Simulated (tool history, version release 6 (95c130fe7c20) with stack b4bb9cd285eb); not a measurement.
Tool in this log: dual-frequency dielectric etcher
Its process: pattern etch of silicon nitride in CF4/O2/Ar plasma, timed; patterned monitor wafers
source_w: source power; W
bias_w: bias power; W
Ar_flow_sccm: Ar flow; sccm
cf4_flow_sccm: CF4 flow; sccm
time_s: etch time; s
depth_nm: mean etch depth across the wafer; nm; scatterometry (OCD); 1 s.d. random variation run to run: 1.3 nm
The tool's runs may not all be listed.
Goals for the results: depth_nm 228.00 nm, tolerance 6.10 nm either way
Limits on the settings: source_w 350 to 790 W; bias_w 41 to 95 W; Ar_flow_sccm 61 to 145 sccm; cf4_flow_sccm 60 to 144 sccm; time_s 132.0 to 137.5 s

| run | hour | source_w | bias_w | Ar_flow_sccm | cf4_flow_sccm | time_s | depth_nm |
|---|---|---|---|---|---|---|---|
| 1 | 0.0 | 570 | 68 | 103 | 102 | 132.0 | 297.84 |
| 2 | 3.6 | 570 | 68 | 95 | 102 | 132.0 | 294.08 |
| 3 | 12.6 | 570 | 68 | 84 | 102 | 132.0 | 300.62 |
| 4 | 16.4 | 530 | 67 | 84 | 102 | 132.0 | 281.79 |
| 5 | 21.1 | 530 | 67 | 84 | 102 | 132.0 | 283.00 |
| 6 | 25.8 | 470 | 67 | 84 | 102 | 132.0 | 254.03 |
| 7 | 28.0 | 450 | 67 | 84 | 102 | 132.0 | 249.96 |
| 8 | 30.8 | 370 | 65 | 85 | 102 | 132.0 | 213.09 |
| 9 | 38.2 | 380 | 65 | 85 | 102 | 132.0 | 214.42 |
| 10 | 44.7 | 390 | 65 | 85 | 102 | 132.0 | 217.30 |
| 11 | 51.7 | 390 | 65 | 85 | 102 | 132.0 | 220.61 |

Exactly one of the 5 candidate moves below puts every result within its allowed miss. Which one?
| A | 58.7 | 430 | 66 | 88 | 104 | 137.0 | ? |
| B | 58.7 | 440 | 67 | 91 | 101 | 136.5 | ? |
| C | 58.7 | 410 | 65 | 77 | 111 | 137.5 | ? |
| D | 58.7 | 390 | 74 | 100 | 80 | 136.0 | ? |
| E | 58.7 | 380 | 70 | 108 | 105 | 132.0 | ? |

| move | depth_nm |
|---|---|
| A | 247.66 |
| B | 250.86 |
| C | 243.01 |
| D | 228.38 |
| E | 217.12 |
A: the result that was furthest off in the last run now lies on the other side of its target
B: the result that was furthest off in the last run now lies on the other side of its target
C: the result that was furthest off in the last run now lies on the other side of its target
D: each result inside its tolerance
E: further off than the last run
Go with D: it meets all targets.
